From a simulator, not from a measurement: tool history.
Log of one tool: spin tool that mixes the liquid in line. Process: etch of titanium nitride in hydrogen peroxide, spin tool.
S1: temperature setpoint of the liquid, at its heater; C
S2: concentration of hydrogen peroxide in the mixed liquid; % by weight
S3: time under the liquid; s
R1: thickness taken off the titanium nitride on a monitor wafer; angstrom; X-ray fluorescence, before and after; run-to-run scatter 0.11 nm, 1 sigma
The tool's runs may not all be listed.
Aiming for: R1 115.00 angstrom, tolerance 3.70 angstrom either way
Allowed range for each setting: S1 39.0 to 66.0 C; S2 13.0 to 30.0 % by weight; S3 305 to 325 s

{"run": 1, "day": 0.0, "S1": 55.0, "S2": 24.0, "S3": 305, "R1": 148.98}
{"run": 2, "day": 0.15, "S1": 55.0, "S2": 24.0, "S3": 325, "R1": 163.19}
{"run": 3, "day": 0.321, "S1": 55.0, "S2": 26.0, "S3": 325, "R1": 162.69}
{"run": 4, "day": 0.579, "S1": 49.5, "S2": 26.0, "S3": 325, "R1": 108.64}
{"run": 5, "day": 0.65, "S1": 49.5, "S2": 23.5, "S3": 325, "R1": 105.96}
{"run": 6, "day": 0.925, "S1": 50.0, "S2": 23.5, "S3": 325, "R1": 112.26}
{"day": 0.946, "done": "heated supply line repaired"}
{"run": 7, "day": 0.946, "S1": 50.5, "S2": 23.5, "S3": 325, "R1": 145.36}
{"run": 8, "day": 1.279, "S1": 50.0, "S2": 23.5, "S3": 325, "R1": 137.9}
{"run": 9, "day": 1.312, "S1": 49.5, "S2": 23.5, "S3": 325, "R1": 132.88}
{"run": 10, "day": 1.417, "S1": 49.0, "S2": 23.5, "S3": 325, "R1": 129.33}
{"run": 11, "day": 1.725, "S1": 48.5, "S2": 23.5, "S3": 325, "R1": 123.5}

Below are 5 possible settings for the next run. Only one of them brings all results inside the allowed miss of their targets. Which is it?
{"run": "A", "day": 2.033, "S1": 50.5, "S2": 21.0, "S3": 325, "R1": "?"}
{"run": "B", "day": 2.033, "S1": 48.5, "S2": 23.5, "S3": 305, "R1": "?"}
{"run": "C", "day": 2.033, "S1": 47.0, "S2": 26.5, "S3": 305, "R1": "?"}
{"run": "D", "day": 2.033, "S1": 50.5, "S2": 25.5, "S3": 325, "R1": "?"}
{"run": "E", "day": 2.033, "S1": 49.0, "S2": 26.0, "S3": 325, "R1": "?"}

move=A R1=139.22
move=B R1=115.81
move=C R1=106.51
move=D R1=145.21
move=E R1=130.83
A: lands further from the targets than the last run did
B: each result inside its tolerance
C: carries the result that was furthest off beyond its target, to the other side
D: lands further from the targets than the last run did
E: lands further from the targets than the last run did
Go with B: it meets all targets.

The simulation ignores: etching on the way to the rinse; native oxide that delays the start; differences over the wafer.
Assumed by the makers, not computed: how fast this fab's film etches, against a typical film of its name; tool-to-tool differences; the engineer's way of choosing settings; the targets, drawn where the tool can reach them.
